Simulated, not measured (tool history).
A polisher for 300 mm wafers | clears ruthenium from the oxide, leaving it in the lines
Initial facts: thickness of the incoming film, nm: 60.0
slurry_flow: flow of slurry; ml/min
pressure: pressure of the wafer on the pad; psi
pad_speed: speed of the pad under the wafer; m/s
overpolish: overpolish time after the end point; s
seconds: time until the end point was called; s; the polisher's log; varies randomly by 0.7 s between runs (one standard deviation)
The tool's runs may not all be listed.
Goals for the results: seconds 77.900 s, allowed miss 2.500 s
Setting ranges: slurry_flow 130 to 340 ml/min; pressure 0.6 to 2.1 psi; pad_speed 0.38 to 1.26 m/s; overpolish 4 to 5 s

{"run": 1, "day": 0.0, "slurry_flow": 220, "pressure": 1.3, "pad_speed": 0.82, "overpolish": 5, "seconds": 108.51}
{"run": 2, "day": 0.354, "slurry_flow": 220, "pressure": 1.3, "pad_speed": 0.92, "overpolish": 5, "seconds": 97.36}
{"run": 3, "day": 0.488, "slurry_flow": 270, "pressure": 1.3, "pad_speed": 0.92, "overpolish": 5, "seconds": 93.757}
{"run": 4, "day": 0.742, "slurry_flow": 275, "pressure": 1.4, "pad_speed": 0.92, "overpolish": 5, "seconds": 88.872}
{"run": 5, "day": 0.996, "slurry_flow": 275, "pressure": 1.4, "pad_speed": 0.92, "overpolish": 4, "seconds": 89.19}
{"run": 6, "day": 1.304, "slurry_flow": 275, "pressure": 1.4, "pad_speed": 0.74, "overpolish": 4, "seconds": 109.83}
{"run": 7, "day": 1.658, "slurry_flow": 275, "pressure": 1.6, "pad_speed": 0.74, "overpolish": 4, "seconds": 96.18}
{"run": 8, "day": 1.983, "slurry_flow": 275, "pressure": 1.7, "pad_speed": 0.74, "overpolish": 4, "seconds": 91.558}
{"run": 9, "day": 2.329, "slurry_flow": 275, "pressure": 1.8, "pad_speed": 0.74, "overpolish": 4, "seconds": 85.455}
{"run": 10, "day": 2.575, "slurry_flow": 275, "pressure": 1.9, "pad_speed": 0.74, "overpolish": 4, "seconds": 80.572}

Below are 4 possible settings for the next run. Only one of them brings all results inside the allowed miss of their targets. Which is it?
{"run": "A", "day": 2.821, "slurry_flow": 260, "pressure": 1.6, "pad_speed": 0.86, "overpolish": 4, "seconds": "?"}
{"run": "B", "day": 2.821, "slurry_flow": 340, "pressure": 2.1, "pad_speed": 0.76, "overpolish": 5, "seconds": "?"}
{"run": "C", "day": 2.821, "slurry_flow": 325, "pressure": 2.0, "pad_speed": 0.66, "overpolish": 4, "seconds": "?"}
{"run": "D", "day": 2.821, "slurry_flow": 295, "pressure": 2.1, "pad_speed": 0.7, "overpolish": 5, "seconds": "?"}

move=A seconds=82.997
move=B seconds=70.220
move=C seconds=84.687
move=D seconds=76.843
A: the biggest miss grows against the last run
B: pushes the last run's worst result past its target
C: the biggest miss grows against the last run
D: meets every target
The move that meets every target is D.
